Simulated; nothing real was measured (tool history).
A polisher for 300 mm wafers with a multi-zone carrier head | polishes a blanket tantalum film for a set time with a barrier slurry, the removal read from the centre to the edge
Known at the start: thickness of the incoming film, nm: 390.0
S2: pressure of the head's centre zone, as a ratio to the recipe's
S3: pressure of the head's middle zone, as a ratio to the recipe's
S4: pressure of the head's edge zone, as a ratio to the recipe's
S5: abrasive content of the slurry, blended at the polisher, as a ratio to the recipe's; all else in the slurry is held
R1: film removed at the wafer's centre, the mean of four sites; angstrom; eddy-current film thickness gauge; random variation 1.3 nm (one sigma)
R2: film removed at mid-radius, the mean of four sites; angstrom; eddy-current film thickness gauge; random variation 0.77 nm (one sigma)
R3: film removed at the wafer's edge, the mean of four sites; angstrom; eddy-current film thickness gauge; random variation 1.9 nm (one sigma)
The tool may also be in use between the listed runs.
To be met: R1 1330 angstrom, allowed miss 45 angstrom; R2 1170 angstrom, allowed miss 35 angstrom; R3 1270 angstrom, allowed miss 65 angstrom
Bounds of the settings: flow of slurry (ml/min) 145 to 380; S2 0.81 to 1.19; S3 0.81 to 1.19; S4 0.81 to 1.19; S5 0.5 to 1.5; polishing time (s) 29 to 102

Run 1, hour 0: flow of slurry (ml/min) 245, S2 1, S3 1, S4 1, S5 1, polishing time (s) 65. Result: R1 972.49 angstrom, R2 984.97 angstrom, R3 987.74 angstrom.
Run 2, hour 6.9: flow of slurry (ml/min) 250, S2 1.02, S3 1, S4 1.02, S5 1.05, polishing time (s) 65. Result: R1 1037.2 angstrom, R2 1001.9 angstrom, R3 1022.4 angstrom.
Run 3, hour 9.1: flow of slurry (ml/min) 255, S2 1.03, S3 1.01, S4 1.04, S5 1.1, polishing time (s) 65. Result: R1 1058 angstrom, R2 1026.1 angstrom, R3 1017.2 angstrom.
Run 4, hour 14.1: flow of slurry (ml/min) 255, S2 1.03, S3 1.01, S4 1.04, S5 0.95, polishing time (s) 65. Result: R1 1005.3 angstrom, R2 974.39 angstrom, R3 978.93 angstrom.
Run 5, hour 14.7: flow of slurry (ml/min) 255, S2 1.03, S3 1.04, S4 1.04, S5 0.95, polishing time (s) 65. Result: R1 1010.4 angstrom, R2 1008.4 angstrom, R3 977.92 angstrom.
Run 6, hour 23: flow of slurry (ml/min) 255, S2 1.03, S3 1.04, S4 1.04, S5 0.95, polishing time (s) 50. Result: R1 786.13 angstrom, R2 764.04 angstrom, R3 748.14 angstrom.
Run 7, hour 30: flow of slurry (ml/min) 250, S2 1.03, S3 1.03, S4 1.05, S5 1.05, polishing time (s) 53. Result: R1 846.2 angstrom, R2 843.09 angstrom, R3 844.24 angstrom.
Run 8, hour 32.8: flow of slurry (ml/min) 250, S2 1.03, S3 1.03, S4 1.05, S5 1.05, polishing time (s) 53. Result: R1 849.65 angstrom, R2 836.64 angstrom, R3 838.15 angstrom.
Run 9, hour 34.8: flow of slurry (ml/min) 240, S2 1.04, S3 1.02, S4 1.06, S5 1.1, polishing time (s) 55. Result: R1 888.87 angstrom, R2 873.83 angstrom, R3 859.05 angstrom.
Run 10, hour 37.3: flow of slurry (ml/min) 310, S2 1.07, S3 0.92, S4 1.16, S5 1.35, polishing time (s) 72. Result: R1 1300.8 angstrom, R2 1106.4 angstrom, R3 1288.3 angstrom.
Run 11, hour 39.5: flow of slurry (ml/min) 310, S2 1.07, S3 0.93, S4 1.16, S5 1.35, polishing time (s) 72. Result: R1 1288.1 angstrom, R2 1115 angstrom, R3 1295.2 angstrom.
Run 12, hour 40.5: flow of slurry (ml/min) 310, S2 1.07, S3 0.94, S4 1.15, S5 1.35, polishing time (s) 72. Result: R1 1279.7 angstrom, R2 1110.3 angstrom, R3 1240.9 angstrom.

5 next moves are on the table. One of them brings every result within its allowed miss. Which?
Run A, hour 41.5: flow of slurry (ml/min) 320, S2 1.05, S3 0.93, S4 1.07, S5 1.35, polishing time (s) 75. Result: R1 ?, R2 ?, R3 ?.
Run B, hour 41.5: flow of slurry (ml/min) 310, S2 1.01, S3 1.04, S4 1.12, S5 1.35, polishing time (s) 71. Result: R1 ?, R2 ?, R3 ?.
Run C, hour 41.5: flow of slurry (ml/min) 325, S2 1.05, S3 0.97, S4 1.14, S5 1.3, polishing time (s) 69. Result: R1 ?, R2 ?, R3 ?.
Run D, hour 41.5: flow of slurry (ml/min) 305, S2 1.17, S3 0.96, S4 1.11, S5 1.5, polishing time (s) 65. Result: R1 ?, R2 ?, R3 ?.
Run E, hour 41.5: flow of slurry (ml/min) 335, S2 1, S3 0.98, S4 1.15, S5 1.35, polishing time (s) 75. Result: R1 ?, R2 ?, R3 ?.

move      R1      R2      R3
   A    1321  1175.7  1270.3
   B  1200.5  1220.4  1222.2
   C    1207  1112.2  1190.9
   D  1300.9  1065.7  1139.9
   E  1262.5  1232.6  1312.2
A: meets every target
B: takes the result that was furthest off past its target
C: further off than the last run
D: further off than the last run
E: takes the result that was furthest off past its target
The right move is A.

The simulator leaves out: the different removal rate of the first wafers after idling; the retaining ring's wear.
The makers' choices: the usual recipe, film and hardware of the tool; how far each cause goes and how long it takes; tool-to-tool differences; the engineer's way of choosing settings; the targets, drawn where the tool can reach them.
